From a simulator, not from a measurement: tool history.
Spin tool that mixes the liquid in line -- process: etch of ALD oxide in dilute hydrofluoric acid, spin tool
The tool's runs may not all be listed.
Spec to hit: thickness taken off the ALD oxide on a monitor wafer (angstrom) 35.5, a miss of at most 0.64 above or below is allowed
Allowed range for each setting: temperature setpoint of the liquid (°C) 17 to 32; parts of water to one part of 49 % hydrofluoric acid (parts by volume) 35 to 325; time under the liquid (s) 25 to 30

run,hour,temperature setpoint of the liquid (°C),parts of water to one part of 49 % hydrofluoric acid (parts by volume),time under the liquid (s),thickness taken off the ALD oxide on a monitor wafer (angstrom)
1,0,24,180,30,28.058
2,4.2,24,180,25,23.67
3,11.5,21.5,180,25,21.475
4,14.6,20,180,25,20.08
5,16.3,20,180,30,24.306
6,24.4,20,180,25,20.26
7,29.6,24,180,25,23.447
# hour 32.4: thermometer replaced
8,32.4,26.5,170,25,26.1
9,38.8,28,160,25,29.546
10,44.7,29,155,25,31.44
11,48.7,30,150,25,34.407

Exactly one of the 4 candidate moves below puts every result within its allowed miss. Which one?
A,52.7,29,150,25,?
B,52.7,30,145,25,?
C,52.7,28,170,30,?
D,52.7,29.5,150,25,?

move,thickness taken off the ALD oxide on a monitor wafer (angstrom)
A,33.059
B,35.691
C,32.925
D,33.663
A: its largest miss is bigger than the last run's
B: in spec on every target
C: its largest miss is bigger than the last run's
D: its largest miss is bigger than the last run's
The move that meets every target is B.
